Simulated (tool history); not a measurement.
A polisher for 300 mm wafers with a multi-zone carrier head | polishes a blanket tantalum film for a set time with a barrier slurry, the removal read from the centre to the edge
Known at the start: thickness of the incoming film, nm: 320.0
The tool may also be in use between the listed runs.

run  hour  flow of slurry (ml/min)  pressure of the head's centre zone  pressure of the head's middle zone  pressure of the head's edge zone  abrasive content of the slurry  polishing time (s)  film removed at the wafer's centre (nm)  film removed at mid-radius (nm)  film removed at the wafer's edge (nm)
  1   0.0                      185                                1.00                                1.00                              1.00                            1.00                  34                                   56.910                           56.455                                 54.879
  2   7.9                      185                                1.00                                1.00                              1.00                            1.00                  27                                   44.566                           43.137                                 43.332
  3  12.9                      185                                1.00                                1.00                              1.04                            1.00                  27                                   44.700                           43.312                                 43.895
  4  19.5                      230                                1.00                                1.00                              1.04                            1.00                  27                                   45.998                           44.195                                 44.334
  5  26.5                      225                                0.98                                1.00                              1.05                            1.10                  27                                   46.674                           45.109                                 46.366
  6  33.1                      220                                0.96                                1.02                              1.06                            1.15                  27                                   45.870                           48.100                                 46.972

Forecast run 7:
  7  38.5                      245                                0.93                                0.98                              1.16                            1.40                  28                                        ?                                ?                                      ?

film removed at the wafer's centre (nm): 50.499
film removed at mid-radius (nm): 50.168
film removed at the wafer's edge (nm): 54.244
